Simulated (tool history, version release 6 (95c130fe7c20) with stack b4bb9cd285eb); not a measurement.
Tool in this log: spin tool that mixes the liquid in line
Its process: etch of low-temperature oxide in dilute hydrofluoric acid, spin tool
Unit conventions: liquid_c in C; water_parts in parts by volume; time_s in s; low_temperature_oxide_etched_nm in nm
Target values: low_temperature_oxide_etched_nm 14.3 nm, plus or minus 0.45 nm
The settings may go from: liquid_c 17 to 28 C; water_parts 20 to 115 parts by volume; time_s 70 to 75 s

run	hour	liquid_c	water_parts	time_s	low_temperature_oxide_etched_nm
1	0	20	65	70	18.791
2	3.2	20	65	75	20.132
3	5.2	19.5	70	75	18.115
4	12.4	19.5	70	75	18.374
5	15.9	19	70	75	17.758
6	22.7	18.5	70	75	17.447
7	25	18	70	75	17.164
8	29.6	17.5	75	75	15.419
9	38.2	17	75	75	15.273

4 next moves are on the table. One of them brings every result within its allowed miss. Which?
A	46.8	19	75	75	?
B	46.8	17.5	70	75	?
C	46.8	17	70	70	?
D	46.8	17	75	70	?

move	low_temperature_oxide_etched_nm
A	16.772
B	16.956
C	15.49
D	14.379
A: further off than the last run
B: further off than the last run
C: further off than the last run
D: hits every target within its allowed miss
D is the move that brings every result within its allowed miss.
